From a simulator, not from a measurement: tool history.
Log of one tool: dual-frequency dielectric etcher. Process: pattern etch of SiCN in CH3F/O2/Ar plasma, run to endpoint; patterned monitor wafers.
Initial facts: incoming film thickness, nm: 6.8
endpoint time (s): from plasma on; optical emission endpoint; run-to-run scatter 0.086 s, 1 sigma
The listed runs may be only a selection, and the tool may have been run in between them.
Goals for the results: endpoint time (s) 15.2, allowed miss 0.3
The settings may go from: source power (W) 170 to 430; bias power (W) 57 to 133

run  hour  source power (W)  bias power (W)  endpoint time (s)
  1     0               300              95             16.413
  2   7.9               300              85             16.768
  3  13.3               300              69             17.578
  4  19.3               330              71             16.806
  5  21.8               280              71             17.851
  6  26.6               310              73             17.303
  7  28.5               340              75             16.402
  8  35.2               350              76             16.208
  9  38.9               360              77             15.982
 10  41.7               370              78             15.839
 11  44.9               380              79             15.578
 12    47               390              80             15.545

Which of these 4 next moves meets every target?
  A  49.1               370              74                  ?
  B  49.1               380              70                  ?
  C  49.1               400              83                  ?
  D  49.1               390              70                  ?

move  endpoint time (s)
   A             15.961
   B             15.982
   C             15.186
   D             15.839
A: the biggest miss grows against the last run
B: the biggest miss grows against the last run
C: all results in spec
D: the biggest miss grows against the last run
C meets every target.
